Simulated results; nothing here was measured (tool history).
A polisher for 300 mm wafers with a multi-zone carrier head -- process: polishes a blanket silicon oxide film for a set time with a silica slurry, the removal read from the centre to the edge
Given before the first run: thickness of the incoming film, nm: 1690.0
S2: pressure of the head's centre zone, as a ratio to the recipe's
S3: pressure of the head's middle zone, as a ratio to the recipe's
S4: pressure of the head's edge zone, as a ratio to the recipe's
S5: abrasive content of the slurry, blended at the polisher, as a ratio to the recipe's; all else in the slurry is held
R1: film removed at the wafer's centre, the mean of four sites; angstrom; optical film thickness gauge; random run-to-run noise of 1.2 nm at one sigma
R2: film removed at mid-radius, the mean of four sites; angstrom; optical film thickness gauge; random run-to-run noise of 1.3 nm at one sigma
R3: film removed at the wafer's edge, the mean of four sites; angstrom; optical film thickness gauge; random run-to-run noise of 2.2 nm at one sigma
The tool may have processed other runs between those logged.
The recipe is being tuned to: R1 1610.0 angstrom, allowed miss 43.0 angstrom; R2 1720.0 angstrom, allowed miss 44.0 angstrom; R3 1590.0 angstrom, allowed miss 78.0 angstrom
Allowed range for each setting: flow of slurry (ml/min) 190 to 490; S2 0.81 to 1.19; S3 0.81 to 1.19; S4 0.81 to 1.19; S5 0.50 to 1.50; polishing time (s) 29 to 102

run 1 day=0.000 | flow_of_slurry_(ml/min)=315 S2=1.00 S3=1.00 S4=1.00 S5=1.00 polishing_time_(s)=65 | R1=3517.2 R2=3495.3 R3=3542.6
run 2 day=0.358 | flow_of_slurry_(ml/min)=315 S2=1.04 S3=1.00 S4=1.00 S5=1.00 polishing_time_(s)=65 | R1=3702.1 R2=3516.7 R3=3437.3
run 3 day=0.396 | flow_of_slurry_(ml/min)=315 S2=1.04 S3=0.92 S4=1.00 S5=1.00 polishing_time_(s)=65 | R1=3768.5 R2=3298.6 R3=3417.2
run 4 day=0.517 | flow_of_slurry_(ml/min)=315 S2=1.04 S3=0.92 S4=1.00 S5=1.10 polishing_time_(s)=65 | R1=3858.5 R2=3506.5 R3=3640.5
run 5 day=0.633 | flow_of_slurry_(ml/min)=315 S2=0.99 S3=0.92 S4=1.00 S5=1.10 polishing_time_(s)=65 | R1=3635.8 R2=3455.6 R3=3663.7
run 6 day=0.788 | flow_of_slurry_(ml/min)=360 S2=0.99 S3=0.92 S4=1.00 S5=1.10 polishing_time_(s)=65 | R1=3698.8 R2=3488.3 R3=3632.1
run 7 day=0.950 | flow_of_slurry_(ml/min)=385 S2=0.95 S3=0.95 S4=0.95 S5=0.95 polishing_time_(s)=56 | R1=2924.5 R2=2889.1 R3=2855.4
run 8 day=1.292 | flow_of_slurry_(ml/min)=350 S2=0.85 S3=0.95 S4=0.85 S5=0.70 polishing_time_(s)=38 | R1=1513.8 R2=1700.3 R3=1640.5
run 9 day=1.667 | flow_of_slurry_(ml/min)=370 S2=0.86 S3=0.95 S4=0.84 S5=0.70 polishing_time_(s)=38 | R1=1530.9 R2=1701.7 R3=1637.7

Which of these 5 next moves meets every target?
run A day=2.042 | flow_of_slurry_(ml/min)=390 S2=0.89 S3=0.95 S4=0.81 S5=0.75 polishing_time_(s)=37 | R1=? R2=? R3=?
run B day=2.042 | flow_of_slurry_(ml/min)=360 S2=0.81 S3=0.81 S4=0.90 S5=0.70 polishing_time_(s)=40 | R1=? R2=? R3=?
run C day=2.042 | flow_of_slurry_(ml/min)=400 S2=0.84 S3=0.81 S4=0.99 S5=0.60 polishing_time_(s)=43 | R1=? R2=? R3=?
run D day=2.042 | flow_of_slurry_(ml/min)=390 S2=1.08 S3=1.19 S4=0.81 S5=0.65 polishing_time_(s)=34 | R1=? R2=? R3=?
run E day=2.042 | flow_of_slurry_(ml/min)=285 S2=0.91 S3=0.81 S4=0.96 S5=0.75 polishing_time_(s)=39 | R1=? R2=? R3=?

move=A R1=1599.5 R2=1747.1 R3=1580.7
move=B R1=1509.6 R2=1657.0 R3=1727.1
move=C R1=1576.0 R2=1665.6 R3=1812.4
move=D R1=1669.9 R2=1722.8 R3=1353.1
move=E R1=1666.5 R2=1629.5 R3=1760.8
A: every result lands within tolerance
B: misses by more than the last run did
C: brings the result that was furthest off to its target, and leaves another outside
D: pushes the last run's worst result past its target
E: pushes the last run's worst result past its target
Move A is the one to make.

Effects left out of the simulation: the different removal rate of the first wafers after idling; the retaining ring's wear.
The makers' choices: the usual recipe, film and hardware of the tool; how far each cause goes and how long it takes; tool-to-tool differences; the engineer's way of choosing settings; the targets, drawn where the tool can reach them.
